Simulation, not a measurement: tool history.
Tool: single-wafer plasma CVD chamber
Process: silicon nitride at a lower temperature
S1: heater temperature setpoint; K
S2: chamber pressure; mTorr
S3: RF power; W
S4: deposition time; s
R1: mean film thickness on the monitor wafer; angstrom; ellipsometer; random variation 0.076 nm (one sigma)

run  hour      S1    S2   S3    S4      R1
  1     0  613.15  1720  310  18.6  230.33
  2   1.4  613.15  1600  310  18.6  228.36
  3   9.7  613.15  1600  345  18.6  241.27
  4  10.6  613.15  1480  335  18.6   233.5
  5  11.6  613.15  1760  335  18.6  242.44
  6  12.6  613.15  1610  325  18.6  235.18
  7  16.8  613.15  1490  315  18.6  227.55
  8    23  613.15  1410  310  18.6  223.38

The next listed run, before its measurement:
  9  27.9  613.15  1340  305  18.6   ?

R1: 218.53 angstrom

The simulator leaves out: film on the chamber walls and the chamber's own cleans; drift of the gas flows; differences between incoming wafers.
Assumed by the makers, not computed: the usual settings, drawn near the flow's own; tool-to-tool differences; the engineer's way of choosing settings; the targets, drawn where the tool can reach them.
